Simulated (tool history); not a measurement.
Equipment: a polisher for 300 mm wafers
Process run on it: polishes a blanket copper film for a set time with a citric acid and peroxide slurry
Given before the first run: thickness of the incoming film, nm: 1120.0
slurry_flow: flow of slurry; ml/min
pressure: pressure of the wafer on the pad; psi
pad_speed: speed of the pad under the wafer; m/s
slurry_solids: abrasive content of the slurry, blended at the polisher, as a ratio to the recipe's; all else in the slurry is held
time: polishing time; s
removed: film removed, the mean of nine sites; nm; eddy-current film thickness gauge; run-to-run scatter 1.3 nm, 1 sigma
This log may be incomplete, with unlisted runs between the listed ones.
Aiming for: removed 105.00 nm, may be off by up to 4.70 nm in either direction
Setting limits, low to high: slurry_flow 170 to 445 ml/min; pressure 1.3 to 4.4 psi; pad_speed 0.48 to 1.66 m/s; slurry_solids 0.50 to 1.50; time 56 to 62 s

run	hour	slurry_flow	pressure	pad_speed	slurry_solids	time	removed
1	0.0	285	2.8	1.06	1.00	62	142.55
2	5.0	285	2.8	1.28	1.00	62	180.58
3	9.1	355	2.8	1.28	1.00	62	179.93
4	14.7	355	2.5	1.26	1.00	62	155.52
5	23.5	355	2.5	1.26	1.00	56	141.09
6	26.2	355	2.3	1.26	1.00	56	131.23
7	30.5	355	2.2	1.26	1.00	56	129.39
8	33.2	355	2.1	1.26	1.00	56	121.00
9	37.2	355	2.0	1.26	1.00	56	116.70

Which single option among these 5 for the next run brings every result within its allowed miss of target? Just one does.
A	41.2	335	1.8	1.26	1.10	56	?
B	41.2	345	2.0	1.24	1.20	62	?
C	41.2	315	1.7	1.50	1.05	62	?
D	41.2	350	1.9	1.26	0.95	62	?
E	41.2	260	1.8	1.36	1.05	59	?

move	removed
A	106.44
B	131.51
C	129.85
D	120.09
E	116.80
A: in spec on every target
B: misses by more than the last run did
C: misses by more than the last run did
D: misses by more than the last run did
E: as far off as the last run
Answer: A
